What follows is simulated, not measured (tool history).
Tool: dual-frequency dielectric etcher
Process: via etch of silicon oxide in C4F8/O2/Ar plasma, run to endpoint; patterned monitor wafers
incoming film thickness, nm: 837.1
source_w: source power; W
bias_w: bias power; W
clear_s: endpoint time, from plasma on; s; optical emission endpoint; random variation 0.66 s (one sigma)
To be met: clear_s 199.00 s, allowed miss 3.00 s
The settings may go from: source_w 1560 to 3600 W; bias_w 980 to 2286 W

run  hour  source_w  bias_w  clear_s
  1   0.0      2580    1633   161.98
  2   8.9      2580    1351   169.65
  3  13.1      2330    1328   177.12
  4  15.0      2330    1104   185.29
  5  20.2      2220    1095   190.37
  6  23.4      2600    1095   176.11
  7  24.9      2440    1083   182.00
  8  29.1      2320    1074   187.58
  9  30.4      2240    1069   190.81
 10  32.8      1960    1045   203.25

Which of these 5 next moves meets every target?
  A  35.2      1900     980        ?
  B  35.2      1870    1013        ?
  C  35.2      1920     980        ?
  D  35.2      1770    1211        ?
  E  35.2      1960    1144        ?

move  clear_s
   A   208.82
   B   208.80
   C   207.82
   D   205.46
   E   198.83
A: further off than the last run
B: further off than the last run
C: further off than the last run
D: further off than the last run
E: meets every target
Answer: E

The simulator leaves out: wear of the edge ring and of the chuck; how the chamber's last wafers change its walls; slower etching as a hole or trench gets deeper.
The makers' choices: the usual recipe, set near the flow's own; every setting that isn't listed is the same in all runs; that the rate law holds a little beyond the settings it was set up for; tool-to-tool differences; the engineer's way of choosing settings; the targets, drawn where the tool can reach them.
